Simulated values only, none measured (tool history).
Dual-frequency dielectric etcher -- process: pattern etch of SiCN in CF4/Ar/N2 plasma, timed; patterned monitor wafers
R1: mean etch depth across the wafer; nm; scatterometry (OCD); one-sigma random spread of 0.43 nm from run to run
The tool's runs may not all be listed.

run 1 hour=0.0 | source_power_(kW)=0.450 bias_power_(kW)=0.069 Ar_flow_(sccm)=139 CF4_flow_(sccm)=80 etch_time_(s)=224.5 | R1=180.91
run 2 hour=8.8 | source_power_(kW)=0.410 bias_power_(kW)=0.069 Ar_flow_(sccm)=139 CF4_flow_(sccm)=80 etch_time_(s)=224.5 | R1=166.73
run 3 hour=17.6 | source_power_(kW)=0.410 bias_power_(kW)=0.069 Ar_flow_(sccm)=139 CF4_flow_(sccm)=69 etch_time_(s)=224.5 | R1=163.49
run 4 hour=20.5 | source_power_(kW)=0.380 bias_power_(kW)=0.069 Ar_flow_(sccm)=139 CF4_flow_(sccm)=69 etch_time_(s)=224.5 | R1=153.11
run 5 hour=26.9 | source_power_(kW)=0.360 bias_power_(kW)=0.069 Ar_flow_(sccm)=139 CF4_flow_(sccm)=69 etch_time_(s)=224.5 | R1=146.22
run 6 hour=28.7 | source_power_(kW)=0.360 bias_power_(kW)=0.069 Ar_flow_(sccm)=139 CF4_flow_(sccm)=69 etch_time_(s)=233.5 | R1=151.70
run 7 hour=30.6 | source_power_(kW)=0.340 bias_power_(kW)=0.069 Ar_flow_(sccm)=139 CF4_flow_(sccm)=69 etch_time_(s)=233.5 | R1=143.96
run 8 hour=37.1 | source_power_(kW)=0.340 bias_power_(kW)=0.069 Ar_flow_(sccm)=139 CF4_flow_(sccm)=69 etch_time_(s)=233.5 | R1=143.24
-- hour=43.8 wet clean of the chamber
run 9 hour=43.8 | source_power_(kW)=0.330 bias_power_(kW)=0.069 Ar_flow_(sccm)=139 CF4_flow_(sccm)=69 etch_time_(s)=233.5 | R1=146.20
run 10 hour=49.1 | source_power_(kW)=0.320 bias_power_(kW)=0.068 Ar_flow_(sccm)=139 CF4_flow_(sccm)=69 etch_time_(s)=233.5 | R1=140.99

Estimate the outcome of run 11 from the log above:
run 11 hour=51.5 | source_power_(kW)=0.310 bias_power_(kW)=0.068 Ar_flow_(sccm)=139 CF4_flow_(sccm)=69 etch_time_(s)=233.5 | R1=?

{"run 11": {"R1": 137.04}}

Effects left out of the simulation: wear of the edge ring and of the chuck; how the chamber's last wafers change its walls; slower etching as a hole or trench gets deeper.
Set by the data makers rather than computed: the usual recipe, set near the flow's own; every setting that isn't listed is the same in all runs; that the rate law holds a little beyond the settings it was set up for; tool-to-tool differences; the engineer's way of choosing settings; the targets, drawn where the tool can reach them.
